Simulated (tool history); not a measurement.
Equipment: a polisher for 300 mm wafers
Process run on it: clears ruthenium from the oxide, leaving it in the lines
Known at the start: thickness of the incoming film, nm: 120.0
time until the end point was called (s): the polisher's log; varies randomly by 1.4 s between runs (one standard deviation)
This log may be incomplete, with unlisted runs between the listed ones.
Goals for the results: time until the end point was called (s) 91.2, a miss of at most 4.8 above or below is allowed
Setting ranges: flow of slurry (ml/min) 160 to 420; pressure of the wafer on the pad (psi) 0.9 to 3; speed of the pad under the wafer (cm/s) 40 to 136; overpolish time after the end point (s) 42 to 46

| run | hour | flow of slurry (ml/min) | pressure of the wafer on the pad (psi) | speed of the pad under the wafer (cm/s) | overpolish time after the end point (s) | time until the end point was called (s) |
|---|---|---|---|---|---|---|
| 1 | 0 | 270 | 1.9 | 88 | 42 | 136.36 |
| 2 | 5.9 | 330 | 1.9 | 88 | 42 | 136.47 |
| 3 | 11.3 | 330 | 1.5 | 88 | 42 | 167.02 |
| 4 | 13.4 | 330 | 1.5 | 108 | 42 | 142.43 |
| 5 | 21.8 | 330 | 1.7 | 110 | 42 | 124.69 |
| 6 | 30.1 | 330 | 1.7 | 90 | 42 | 147.39 |
| 7 | 37.9 | 330 | 1.9 | 92 | 42 | 127.82 |
| 8 | 43.9 | 330 | 2.5 | 94 | 42 | 98.919 |

Which one of the following 5 next-run settings gets every result inside its allowed miss? There is exactly one.
| A | 49.9 | 325 | 2.5 | 116 | 46 | ? |
| B | 49.9 | 290 | 2.5 | 80 | 42 | ? |
| C | 49.9 | 320 | 2.2 | 98 | 42 | ? |
| D | 49.9 | 400 | 2 | 108 | 46 | ? |
| E | 49.9 | 375 | 2.6 | 96 | 42 | ? |

| move | time until the end point was called (s) |
|---|---|
| A | 81.886 |
| B | 112.16 |
| C | 106.92 |
| D | 106.38 |
| E | 91.228 |
A: the result that was furthest off in the last run now lies on the other side of its target
B: the biggest miss grows against the last run
C: the biggest miss grows against the last run
D: the biggest miss grows against the last run
E: in spec on every target
E meets every target.
